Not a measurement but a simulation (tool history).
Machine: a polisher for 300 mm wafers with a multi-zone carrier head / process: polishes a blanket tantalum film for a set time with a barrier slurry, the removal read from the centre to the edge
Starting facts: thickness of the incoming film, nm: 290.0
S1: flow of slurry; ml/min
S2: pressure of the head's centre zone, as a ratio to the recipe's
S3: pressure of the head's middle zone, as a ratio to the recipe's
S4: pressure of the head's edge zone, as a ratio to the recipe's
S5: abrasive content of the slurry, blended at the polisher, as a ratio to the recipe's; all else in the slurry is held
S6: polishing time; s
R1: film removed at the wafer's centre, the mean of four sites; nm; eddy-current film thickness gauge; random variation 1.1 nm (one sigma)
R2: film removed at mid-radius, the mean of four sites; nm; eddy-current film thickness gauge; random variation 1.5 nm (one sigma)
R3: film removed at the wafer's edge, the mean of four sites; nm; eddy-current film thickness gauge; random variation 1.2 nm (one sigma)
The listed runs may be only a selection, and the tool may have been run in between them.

run  hour   S1    S2    S3    S4    S5   S6       R1       R2       R3
  1   0.0  130  1.00  1.00  1.00  1.00   73   80.893   79.528   79.812
  2   1.2  130  1.00  1.00  1.00  1.00   89   96.396   99.322   95.846
  3   3.8  130  1.00  1.00  1.00  0.85   89   91.526   90.604   89.550
  4   7.1  130  1.00  0.94  1.00  0.85   89   90.491   86.968   89.407
  5  14.7  130  1.00  0.94  1.00  0.85  103  103.440  103.620  103.370
  6  23.6  130  1.00  0.98  1.00  0.85  103  104.050  103.980  106.230

Forecast run 7:
  7  29.6  135  1.00  1.00  0.98  0.85  102   ?   ?   ?

R1: 104.560 nm
R2: 104.520 nm
R3: 103.120 nm
